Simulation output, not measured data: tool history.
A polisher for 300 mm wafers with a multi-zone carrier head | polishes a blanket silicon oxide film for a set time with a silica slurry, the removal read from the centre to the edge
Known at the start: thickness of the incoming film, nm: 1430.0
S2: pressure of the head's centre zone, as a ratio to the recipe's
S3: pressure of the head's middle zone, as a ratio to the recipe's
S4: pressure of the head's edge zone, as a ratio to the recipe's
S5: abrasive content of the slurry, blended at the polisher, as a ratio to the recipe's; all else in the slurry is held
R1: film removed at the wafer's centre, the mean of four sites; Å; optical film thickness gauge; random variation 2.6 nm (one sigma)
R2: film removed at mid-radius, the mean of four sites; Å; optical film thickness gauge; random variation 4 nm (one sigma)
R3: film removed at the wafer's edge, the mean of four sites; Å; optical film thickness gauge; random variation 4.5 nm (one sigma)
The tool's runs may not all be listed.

Run 1, hour 0: flow of slurry (ml/min) 305, S2 1, S3 1, S4 1, S5 1, polishing time (s) 54. Result: R1 2775.6 Å, R2 2790.5 Å, R3 2814.1 Å.
Run 2, hour 8.6: flow of slurry (ml/min) 305, S2 1.01, S3 1.01, S4 1.01, S5 1, polishing time (s) 54. Result: R1 2755.9 Å, R2 2858.9 Å, R3 2659.7 Å.
Run 3, hour 10.8: flow of slurry (ml/min) 305, S2 1.01, S3 1.01, S4 1.01, S5 0.8, polishing time (s) 54. Result: R1 2342.2 Å, R2 2339.3 Å, R3 2273.3 Å.
Run 4, hour 16.6: flow of slurry (ml/min) 305, S2 1.01, S3 1.01, S4 1.01, S5 0.85, polishing time (s) 54. Result: R1 2457.5 Å, R2 2553.9 Å, R3 2438.8 Å.
Run 5, hour 23.3: flow of slurry (ml/min) 350, S2 1.01, S3 1.01, S4 1.01, S5 0.85, polishing time (s) 54. Result: R1 2489.8 Å, R2 2572.1 Å, R3 2458.8 Å.
Run 6, hour 30.5: flow of slurry (ml/min) 355, S2 1.01, S3 1.01, S4 1.01, S5 0.9, polishing time (s) 54. Result: R1 2614.6 Å, R2 2709.7 Å, R3 2609.1 Å.
Run 7, hour 39: flow of slurry (ml/min) 365, S2 1.01, S3 1.01, S4 1.01, S5 0.9, polishing time (s) 54. Result: R1 2619.6 Å, R2 2654.9 Å, R3 2603.1 Å.

The next listed run, before its measurement:
At hour 46.5: edge zone pressure recalibrated.
Run 8, hour 46.5: flow of slurry (ml/min) 370, S2 1.01, S3 1.01, S4 1.01, S5 0.95, polishing time (s) 54. Result: R1 ?, R2 ?, R3 ?.

R1: 2740 Å
R2: 2739.3 Å
R3: 2812.6 Å
